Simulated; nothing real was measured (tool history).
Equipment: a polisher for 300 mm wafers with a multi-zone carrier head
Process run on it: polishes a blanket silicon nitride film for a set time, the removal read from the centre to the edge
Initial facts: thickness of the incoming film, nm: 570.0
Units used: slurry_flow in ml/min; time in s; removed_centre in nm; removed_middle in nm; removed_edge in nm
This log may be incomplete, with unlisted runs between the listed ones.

| run | hour | slurry_flow | centre_zone | middle_zone | edge_zone | time | removed_centre | removed_middle | removed_edge |
|---|---|---|---|---|---|---|---|---|---|
| 1 | 0 | 185 | 1 | 1 | 1 | 62 | 169.17 | 171.41 | 177.27 |
| 2 | 8 | 185 | 0.93 | 1 | 1 | 62 | 161.16 | 171.38 | 179.18 |
| 3 | 10.7 | 175 | 0.91 | 0.96 | 1 | 55 | 132.44 | 143.28 | 158.09 |
| 4 | 17.2 | 170 | 0.93 | 0.92 | 0.98 | 51 | 127.05 | 128.06 | 144.39 |
| 5 | 20.7 | 160 | 0.92 | 0.89 | 0.97 | 48 | 114.97 | 115.27 | 131.95 |
|  | 22.7 | slurry nozzle cleaned |
| 6 | 22.7 | 150 | 0.91 | 0.87 | 0.97 | 47 | 125.11 | 122.61 | 137.74 |
| 7 | 28.1 | 180 | 0.91 | 0.86 | 0.95 | 46 | 126.1 | 122.75 | 134.51 |

Estimate the outcome of run 8 from the log above:
| 8 | 31.1 | 165 | 0.92 | 0.86 | 0.97 | 44 | ? | ? | ? |

removed_centre: 124.37 nm
removed_middle: 115.62 nm
removed_edge: 133.38 nm
